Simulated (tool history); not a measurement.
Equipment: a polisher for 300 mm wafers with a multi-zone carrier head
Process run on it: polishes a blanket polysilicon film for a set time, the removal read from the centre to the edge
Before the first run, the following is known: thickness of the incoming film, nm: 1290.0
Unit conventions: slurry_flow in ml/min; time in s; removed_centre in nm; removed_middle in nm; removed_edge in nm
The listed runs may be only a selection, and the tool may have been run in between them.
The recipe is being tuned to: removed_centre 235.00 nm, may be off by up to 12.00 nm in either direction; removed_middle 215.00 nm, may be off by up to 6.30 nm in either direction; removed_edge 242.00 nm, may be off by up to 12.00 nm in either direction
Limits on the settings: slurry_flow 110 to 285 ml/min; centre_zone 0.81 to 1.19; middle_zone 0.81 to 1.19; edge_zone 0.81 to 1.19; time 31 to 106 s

run,hour,slurry_flow,centre_zone,middle_zone,edge_zone,time,removed_centre,removed_middle,removed_edge
1,0.0,180,1.00,1.00,1.00,68,400.81,406.52,415.59
2,7.9,180,1.00,1.00,1.08,68,404.28,415.07,432.18
3,14.3,180,1.00,1.00,1.12,68,408.48,406.45,433.80
4,15.7,140,1.00,1.00,1.12,68,378.45,389.62,429.67
5,18.9,140,1.00,1.00,1.12,75,413.38,430.42,468.05
6,25.7,140,1.00,0.99,1.10,71,397.39,402.10,428.33
7,30.3,115,0.90,0.89,1.06,52,256.26,257.65,305.18
8,35.7,115,0.90,0.89,1.04,51,248.89,253.10,294.45
9,42.4,115,0.90,0.89,1.04,51,246.31,250.45,292.45
10,49.9,115,0.90,0.89,1.04,51,259.05,252.25,294.04
11,58.8,115,0.90,0.89,1.03,50,242.47,246.67,291.89
12,66.2,120,0.91,0.89,1.01,49,251.25,247.27,284.55
13,73.2,120,0.91,0.88,1.00,48,241.99,238.80,272.45
14,74.5,120,0.91,0.87,0.99,48,242.98,236.52,274.68
15,77.1,120,0.91,0.87,0.99,48,236.13,234.40,277.21
16,84.2,120,0.92,0.87,0.98,47,234.00,228.37,261.75
17,93.2,120,0.93,0.87,0.98,47,243.11,230.78,271.58
18,97.8,125,0.94,0.83,0.88,43,221.48,205.98,234.04

Below are 5 possible settings for the next run. Only one of them brings all results inside the allowed miss of their targets. Which is it?
A,102.4,165,1.02,0.89,1.01,40,?,?,?
B,102.4,160,1.11,0.82,0.85,43,?,?,?
C,102.4,140,1.11,0.94,0.81,40,?,?,?
D,102.4,140,1.13,0.95,0.81,39,?,?,?
E,102.4,135,1.01,0.81,0.97,48,?,?,?

move,removed_centre,removed_middle,removed_edge
A,233.33,218.14,247.09
B,261.13,217.90,247.91
C,235.17,220.27,221.57
D,231.68,216.65,216.00
E,264.72,231.79,282.92
A: every result within its allowed miss
B: brings the last run's worst result on target, with another outside its allowed miss
C: brings the last run's worst result on target, with another outside its allowed miss
D: brings the last run's worst result on target, with another outside its allowed miss
E: takes the biggest miss from the last run beyond its target
A is the move that brings every result within its allowed miss.
